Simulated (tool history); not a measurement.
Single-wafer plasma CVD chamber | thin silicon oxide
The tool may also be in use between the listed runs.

run,hour,heater temperature setpoint (°C),chamber pressure (mTorr),RF power (W),deposition time (s),mean film thickness on the monitor wafer (nm)
1,0,420,597,205,4.99,5.842
2,1.3,420,597,205,4.99,5.8288
3,7.9,420,597,230,4.99,6.1726
4,16.6,420,609,230,4.99,6.2367
5,19.8,426,609,230,4.99,6.1671
6,27,423,616,230,4.99,6.2749
7,32.8,420,623,230,4.99,6.3521

Estimate the outcome of run 8 from the log above:
8,33.5,420,688,230,4.99,?

{"run 8": {"mean film thickness on the monitor wafer (nm)": 6.8633}}

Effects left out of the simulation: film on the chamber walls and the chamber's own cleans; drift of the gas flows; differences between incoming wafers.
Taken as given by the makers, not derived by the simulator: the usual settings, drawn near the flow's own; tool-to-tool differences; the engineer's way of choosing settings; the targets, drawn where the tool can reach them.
